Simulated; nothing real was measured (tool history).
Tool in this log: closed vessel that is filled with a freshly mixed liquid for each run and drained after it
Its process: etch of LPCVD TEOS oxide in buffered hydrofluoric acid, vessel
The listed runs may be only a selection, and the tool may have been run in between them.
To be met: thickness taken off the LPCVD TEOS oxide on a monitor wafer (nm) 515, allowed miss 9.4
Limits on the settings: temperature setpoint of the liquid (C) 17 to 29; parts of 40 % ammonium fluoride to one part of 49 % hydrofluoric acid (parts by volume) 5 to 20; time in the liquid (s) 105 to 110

run	hour	temperature setpoint of the liquid (C)	parts of 40 % ammonium fluoride to one part of 49 % hydrofluoric acid (parts by volume)	time in the liquid (s)	thickness taken off the LPCVD TEOS oxide on a monitor wafer (nm)
1	0	21	12	105	390.95
2	8.3	21	14.5	105	325.37
3	16.4	21	14.5	105	325.11
4	23.4	22	14.5	105	344.01
5	24.8	23	14.5	105	363.55
6	27.2	23	14.5	105	363.53
7	29.1	23.5	14.5	105	370.25
8	30.4	27.5	14	105	477.94
9	33.5	28.5	14	105	501.8

Below are 5 possible settings for the next run. Only one of them brings all results inside the allowed miss of their targets. Which is it?
A	36.6	26	12	110	?
B	36.6	24.5	11	110	?
C	36.6	29	14	110	?
D	36.6	28.5	13	105	?
E	36.6	29	14	105	?

move	thickness taken off the LPCVD TEOS oxide on a monitor wafer (nm)
A	530.36
B	532.36
C	535.32
D	535.07
E	510.98
A: moves the result that the last run missed by most past its target, out the other side
B: moves the result that the last run missed by most past its target, out the other side
C: moves the result that the last run missed by most past its target, out the other side
D: moves the result that the last run missed by most past its target, out the other side
E: meets every target
Correct choice: E, which meets every target

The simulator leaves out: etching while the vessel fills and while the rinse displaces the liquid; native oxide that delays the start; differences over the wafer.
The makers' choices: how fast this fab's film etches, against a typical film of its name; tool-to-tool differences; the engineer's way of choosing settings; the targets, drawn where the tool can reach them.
